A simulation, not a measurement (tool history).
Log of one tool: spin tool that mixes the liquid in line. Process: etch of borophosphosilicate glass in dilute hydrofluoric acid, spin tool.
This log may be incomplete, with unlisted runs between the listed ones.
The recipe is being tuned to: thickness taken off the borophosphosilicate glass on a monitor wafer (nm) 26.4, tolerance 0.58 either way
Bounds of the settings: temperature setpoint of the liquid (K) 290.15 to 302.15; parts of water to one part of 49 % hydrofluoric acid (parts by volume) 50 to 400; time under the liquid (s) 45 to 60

run    day  temperature setpoint of the liquid (K)  parts of water to one part of 49 % hydrofluoric acid (parts by volume)  time under the liquid (s)  thickness taken off the borophosphosilicate glass on a monitor wafer (nm)
  1      0                                  294.15                                                                     225                         60                                                                     14.498
  2  0.229                                  294.15                                                                     265                         60                                                                     11.691
  3    0.6                                  294.15                                                                     210                         60                                                                     15.652
  4  0.962                                  294.15                                                                     265                         60                                                                     11.656
  5  1.229                                  294.15                                                                     305                         60                                                                     9.8133
  6  1.367                                  294.15                                                                     375                         60                                                                     7.4759
  7  1.617                                  294.15                                                                     375                         60                                                                     7.5092
  8  1.704                                  295.15                                                                     340                         60                                                                     8.9043
  9   2.05                                  296.15                                                                     310                         60                                                                     10.348
 10    2.3                                  297.15                                                                     280                         60                                                                     12.188

4 candidate next runs follow, results not yet known. Just one meets every target within its allowed miss. Identify it.
  A  2.55                                  296.65                                                                     125                         60                                                                          ?
  B  2.55                                  300.15                                                                     165                         60                                                                          ?
  C  2.55                                  302.15                                                                     150                         60                                                                          ?
  D  2.55                                  299.15                                                                     195                         60                                                                          ?

move  thickness taken off the borophosphosilicate glass on a monitor wafer (nm)
   A                                                                     31.571
   B                                                                     26.044
   C                                                                     31.397
   D                                                                     20.519
A: carries the result that was furthest off beyond its target, to the other side
B: every result lands within tolerance
C: carries the result that was furthest off beyond its target, to the other side
D: closer than the last run, but not yet in spec
B is the move that brings every result within its allowed miss.
